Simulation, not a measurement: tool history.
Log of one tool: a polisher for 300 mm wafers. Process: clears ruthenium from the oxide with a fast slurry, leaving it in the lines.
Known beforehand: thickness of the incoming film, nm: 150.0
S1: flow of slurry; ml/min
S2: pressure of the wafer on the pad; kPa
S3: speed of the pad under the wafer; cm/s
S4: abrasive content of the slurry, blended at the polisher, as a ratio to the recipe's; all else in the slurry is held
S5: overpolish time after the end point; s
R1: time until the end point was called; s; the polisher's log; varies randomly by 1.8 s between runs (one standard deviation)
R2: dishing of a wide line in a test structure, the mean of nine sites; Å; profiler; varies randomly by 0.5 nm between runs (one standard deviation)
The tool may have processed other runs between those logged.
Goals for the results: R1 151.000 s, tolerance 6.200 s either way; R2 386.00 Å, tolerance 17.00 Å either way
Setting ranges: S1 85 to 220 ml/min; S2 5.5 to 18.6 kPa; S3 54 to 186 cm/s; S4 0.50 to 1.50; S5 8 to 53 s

run  hour   S1    S2   S3    S4  S5       R1      R2
  1   0.0  140  11.7  118  1.00  27   55.005  571.75
  2   6.1  135  11.0  112  1.00  29   59.750  562.86
  3   7.6  135  10.3  104  0.95  31   68.198  516.01
  4  16.3  135  10.3  104  0.95  35   69.617  582.73
  5  17.8  135   9.7   98  0.95  36   79.046  536.46
  6  22.5  150   9.7   98  0.95  36   73.767  544.83
  7  31.0  145   9.0   94  0.95  37   83.247  504.76
  8  34.2  140   8.3   90  0.95  38   93.764  481.44
  9  39.9  135   7.6   88  0.95  39  101.960  461.44
 10  40.9  130   7.6   86  0.95  40  105.150  465.56
     49.8  -- head pressure recalibrated
 11  49.8  125   7.6   84  0.95  40  115.410  435.73

Which one of the following 5 next-run settings gets every result inside its allowed miss? There is exactly one.
  A  58.7  150  10.3   96  0.80  31   ?   ?
  B  58.7  115   8.3   76  0.75  37   ?   ?
  C  58.7  150   6.9  116  1.00  25   ?   ?
  D  58.7  195   9.0  100  1.05  21   ?   ?
  E  58.7   85   6.9   78  0.90  45   ?   ?

move       R1      R2
   A   82.292  456.87
   B  132.110  357.32
   C   83.653  377.53
   D   75.510  355.20
   E  148.530  381.91
A: its largest miss is bigger than the last run's
B: closes in on the targets versus the last run, not all within tolerance yet
C: its largest miss is bigger than the last run's
D: its largest miss is bigger than the last run's
E: meets every target
So the answer is move E, the one that meets all the targets.
